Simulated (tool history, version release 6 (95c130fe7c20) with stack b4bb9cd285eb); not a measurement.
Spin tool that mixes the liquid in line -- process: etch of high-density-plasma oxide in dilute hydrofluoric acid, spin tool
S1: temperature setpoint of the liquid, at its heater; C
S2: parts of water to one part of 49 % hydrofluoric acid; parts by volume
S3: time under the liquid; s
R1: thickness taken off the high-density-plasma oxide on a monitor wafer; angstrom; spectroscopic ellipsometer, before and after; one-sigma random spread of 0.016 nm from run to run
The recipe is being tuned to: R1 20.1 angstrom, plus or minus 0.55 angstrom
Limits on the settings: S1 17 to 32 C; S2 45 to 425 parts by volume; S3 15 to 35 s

run    day    S1   S2  S3      R1
  1      0    24  235  35  11.015
  2  0.221    24  285  35  8.7072
  3  0.362    21  285  35  7.7557
  4  0.554    24  250  35  10.238
  5  0.604  26.5  225  35  12.807
  6  0.642  26.5  225  35  12.802
  7  0.938    28  210  35  14.607
  8  1.212    29  200  35  16.222
  9  1.479    30  195  35   17.25
 10  1.588  30.5  190  35  17.978

5 candidate next runs follow, results not yet known. Just one meets every target within its allowed miss. Identify it.
  A  1.696  31.5  180  35   ?
  B  1.696    30  215  35   ?
  C  1.696  28.5  190  35   ?
  D  1.696    32  225  35   ?
  E  1.696    30  205  35   ?

move      R1
   A  20.017
   B  15.235
   C  16.863
   D  15.382
   E  16.173
A: each result inside its tolerance
B: moves away from the targets compared with the last run
C: moves away from the targets compared with the last run
D: moves away from the targets compared with the last run
E: moves away from the targets compared with the last run
The right move is A.
